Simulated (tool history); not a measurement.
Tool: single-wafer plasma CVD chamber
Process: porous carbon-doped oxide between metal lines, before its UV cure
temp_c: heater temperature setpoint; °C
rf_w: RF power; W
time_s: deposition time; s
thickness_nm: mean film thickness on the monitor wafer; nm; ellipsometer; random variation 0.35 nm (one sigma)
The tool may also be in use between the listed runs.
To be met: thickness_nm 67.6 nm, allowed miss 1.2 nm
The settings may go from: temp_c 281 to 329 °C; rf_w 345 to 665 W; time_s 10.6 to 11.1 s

Run 1, hour 0: temp_c 305 °C, rf_w 505 W, time_s 11.1 s. Result: thickness_nm 61.42 nm.
Run 2, hour 7.8: temp_c 303 °C, rf_w 505 W, time_s 11.1 s. Result: thickness_nm 61.867 nm.
Run 3, hour 12.9: temp_c 303 °C, rf_w 505 W, time_s 10.6 s. Result: thickness_nm 59.37 nm.
Run 4, hour 16.7: temp_c 301 °C, rf_w 510 W, time_s 10.6 s. Result: thickness_nm 60.765 nm.
Run 5, hour 18.9: temp_c 299 °C, rf_w 510 W, time_s 10.6 s. Result: thickness_nm 61.464 nm.
Run 6, hour 24.7: temp_c 297 °C, rf_w 510 W, time_s 10.6 s. Result: thickness_nm 62.583 nm.
Run 7, hour 30.8: temp_c 296 °C, rf_w 510 W, time_s 10.6 s. Result: thickness_nm 62.992 nm.
Run 8, hour 36.5: temp_c 295 °C, rf_w 510 W, time_s 10.6 s. Result: thickness_nm 63.244 nm.
Run 9, hour 44.7: temp_c 295 °C, rf_w 510 W, time_s 10.6 s. Result: thickness_nm 63.712 nm.
Run 10, hour 51.8: temp_c 294 °C, rf_w 510 W, time_s 10.6 s. Result: thickness_nm 63.571 nm.
Run 11, hour 52.5: temp_c 293 °C, rf_w 510 W, time_s 10.6 s. Result: thickness_nm 64.206 nm.

Which of these 4 next moves meets every target?
Run A, hour 53.2: temp_c 288 °C, rf_w 455 W, time_s 11 s. Result: thickness_nm ?.
Run B, hour 53.2: temp_c 294 °C, rf_w 515 W, time_s 11.1 s. Result: thickness_nm ?.
Run C, hour 53.2: temp_c 300 °C, rf_w 520 W, time_s 10.6 s. Result: thickness_nm ?.
Run D, hour 53.2: temp_c 297 °C, rf_w 505 W, time_s 10.6 s. Result: thickness_nm ?.

move  thickness_nm
   A        62.836
   B        67.216
   C        62.235
   D        62.056
A: further off than the last run
B: meets every target
C: further off than the last run
D: further off than the last run
The right move is B.

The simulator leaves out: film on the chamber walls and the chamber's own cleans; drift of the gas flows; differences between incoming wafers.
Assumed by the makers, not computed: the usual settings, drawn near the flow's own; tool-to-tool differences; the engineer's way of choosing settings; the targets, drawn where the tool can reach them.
